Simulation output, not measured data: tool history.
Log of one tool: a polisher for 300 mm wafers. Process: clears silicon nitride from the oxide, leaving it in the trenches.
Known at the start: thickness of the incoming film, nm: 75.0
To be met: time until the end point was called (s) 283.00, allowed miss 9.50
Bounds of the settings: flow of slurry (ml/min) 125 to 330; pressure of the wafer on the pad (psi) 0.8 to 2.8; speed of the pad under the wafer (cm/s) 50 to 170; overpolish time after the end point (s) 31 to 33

| run | hour | flow of slurry (ml/min) | pressure of the wafer on the pad (psi) | speed of the pad under the wafer (cm/s) | overpolish time after the end point (s) | time until the end point was called (s) |
|---|---|---|---|---|---|---|
| 1 | 0.0 | 210 | 1.8 | 110 | 31 | 147.60 |
| 2 | 4.9 | 210 | 1.6 | 108 | 31 | 164.81 |
| 3 | 12.5 | 210 | 1.4 | 108 | 31 | 181.04 |
| 4 | 13.6 | 205 | 1.3 | 104 | 31 | 198.96 |
| 5 | 20.7 | 245 | 1.3 | 104 | 31 | 193.33 |
|  | 26.2 | worn pad replaced by a new one |
| 6 | 26.2 | 240 | 1.2 | 102 | 31 | 181.99 |
| 7 | 30.6 | 220 | 1.1 | 100 | 31 | 201.92 |
| 8 | 38.2 | 210 | 1.0 | 92 | 31 | 233.45 |
| 9 | 40.9 | 195 | 1.0 | 90 | 31 | 239.48 |
| 10 | 43.0 | 195 | 1.0 | 90 | 31 | 240.92 |

5 next moves are on the table. One of them brings every result within its allowed miss. Which?
| A | 45.1 | 165 | 0.9 | 68 | 31 | ? |
| B | 45.1 | 185 | 0.9 | 78 | 33 | ? |
| C | 45.1 | 165 | 0.8 | 78 | 31 | ? |
| D | 45.1 | 170 | 0.9 | 70 | 32 | ? |
| E | 45.1 | 165 | 1.0 | 60 | 31 | ? |

| move | time until the end point was called (s) |
|---|---|
| A | 309.13 |
| B | 280.11 |
| C | 309.84 |
| D | 302.50 |
| E | 306.92 |
A: takes the result that was furthest off past its target
B: meets every target
C: takes the result that was furthest off past its target
D: takes the result that was furthest off past its target
E: takes the result that was furthest off past its target
The right move is B.
